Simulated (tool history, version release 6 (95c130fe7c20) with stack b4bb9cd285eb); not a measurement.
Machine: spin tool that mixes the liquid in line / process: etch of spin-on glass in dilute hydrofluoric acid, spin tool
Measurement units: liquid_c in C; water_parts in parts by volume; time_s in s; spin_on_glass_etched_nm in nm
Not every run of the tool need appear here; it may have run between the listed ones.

run 1 hour=0 | liquid_c=23 water_parts=105 time_s=120 | spin_on_glass_etched_nm=33.959
run 2 hour=2.8 | liquid_c=23 water_parts=70 time_s=120 | spin_on_glass_etched_nm=52.337
run 3 hour=7.6 | liquid_c=21.5 water_parts=85 time_s=120 | spin_on_glass_etched_nm=40.073
run 4 hour=9.5 | liquid_c=21.5 water_parts=85 time_s=130 | spin_on_glass_etched_nm=43.254
run 5 hour=12.2 | liquid_c=21.5 water_parts=85 time_s=120 | spin_on_glass_etched_nm=39.97
run 6 hour=19.3 | liquid_c=24.5 water_parts=85 time_s=120 | spin_on_glass_etched_nm=45.264

Run 7 is up next; what results do you expect?
run 7 hour=27.5 | liquid_c=22.5 water_parts=95 time_s=120 | spin_on_glass_etched_nm=?

spin_on_glass_etched_nm: 36.905 nm

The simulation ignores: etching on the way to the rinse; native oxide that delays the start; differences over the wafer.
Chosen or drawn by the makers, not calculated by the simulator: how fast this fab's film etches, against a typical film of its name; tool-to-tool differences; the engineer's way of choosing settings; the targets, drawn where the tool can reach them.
